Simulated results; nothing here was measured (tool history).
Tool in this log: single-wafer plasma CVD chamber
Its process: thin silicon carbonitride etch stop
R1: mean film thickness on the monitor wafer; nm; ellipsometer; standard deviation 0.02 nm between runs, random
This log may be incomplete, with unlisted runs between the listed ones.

Run 1, hour 0.0: RF power (kW) 0.270, deposition time (s) 10.9. Result: R1 6.4492 nm.
Run 2, hour 1.4: RF power (kW) 0.260, deposition time (s) 10.7. Result: R1 6.2330 nm.
Run 3, hour 4.3: RF power (kW) 0.260, deposition time (s) 11.8. Result: R1 6.9147 nm.
Run 4, hour 12.0: RF power (kW) 0.230, deposition time (s) 11.8. Result: R1 6.6990 nm.
Run 5, hour 13.2: RF power (kW) 0.225, deposition time (s) 11.4. Result: R1 6.4726 nm.
Run 6, hour 20.7: RF power (kW) 0.225, deposition time (s) 12.3. Result: R1 6.9798 nm.
Run 7, hour 28.8: RF power (kW) 0.220, deposition time (s) 11.8. Result: R1 6.6752 nm.
Run 8, hour 32.0: RF power (kW) 0.220, deposition time (s) 11.8. Result: R1 6.6558 nm.

For run 9, what comes out?
Run 9, hour 35.2: RF power (kW) 0.215, deposition time (s) 11.4. Result: R1 ?.

Run 9 yielded R1 6.4359 nm.
